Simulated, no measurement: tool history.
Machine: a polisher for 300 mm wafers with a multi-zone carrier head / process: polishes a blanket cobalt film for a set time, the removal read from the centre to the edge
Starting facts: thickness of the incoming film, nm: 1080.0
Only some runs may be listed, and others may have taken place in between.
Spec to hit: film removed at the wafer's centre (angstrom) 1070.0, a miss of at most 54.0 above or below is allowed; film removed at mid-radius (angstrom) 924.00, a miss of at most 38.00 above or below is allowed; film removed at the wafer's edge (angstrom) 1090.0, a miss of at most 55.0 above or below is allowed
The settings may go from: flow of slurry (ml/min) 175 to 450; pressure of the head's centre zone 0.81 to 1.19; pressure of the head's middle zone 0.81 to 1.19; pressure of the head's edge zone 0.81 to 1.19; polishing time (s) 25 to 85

run	hour	flow of slurry (ml/min)	pressure of the head's centre zone	pressure of the head's middle zone	pressure of the head's edge zone	polishing time (s)	film removed at the wafer's centre (angstrom)	film removed at mid-radius (angstrom)	film removed at the wafer's edge (angstrom)
1	0.0	290	1.00	1.00	1.00	55	1389.8	1327.00	1324.3
2	0.7	290	1.00	1.00	1.06	55	1380.6	1340.00	1344.1
3	9.2	290	1.00	0.93	1.06	55	1400.6	1272.10	1376.5
4	15.6	245	1.00	0.93	1.06	55	1376.2	1259.50	1357.7
# hour 24.3: centre zone pressure recalibrated
5	24.3	245	0.99	0.90	1.06	51	1211.7	1144.70	1212.9
6	29.0	245	0.99	0.90	1.13	51	1172.5	1138.90	1259.2
7	35.3	250	1.01	0.87	1.13	49	1185.6	1075.20	1209.6
8	38.6	250	1.01	0.85	1.14	47	1094.9	1011.60	1172.0
9	45.0	250	1.02	0.84	1.13	46	1094.7	988.30	1153.0

Which of these 4 next moves meets every target?
A	51.4	265	1.05	0.86	0.92	47	?	?	?
B	51.4	220	1.07	0.84	1.14	44	?	?	?
C	51.4	185	0.97	0.81	1.07	52	?	?	?
D	51.4	250	0.92	0.83	1.19	51	?	?	?

move	film removed at the wafer's centre (angstrom)	film removed at mid-radius (angstrom)	film removed at the wafer's edge (angstrom)
A	1194.1	1042.80	1099.2
B	1115.1	941.61	1125.4
C	1173.4	1063.80	1270.4
D	1134.2	1096.90	1346.8
A: misses by more than the last run did
B: all results in spec
C: misses by more than the last run did
D: misses by more than the last run did
The move that meets every target is B.
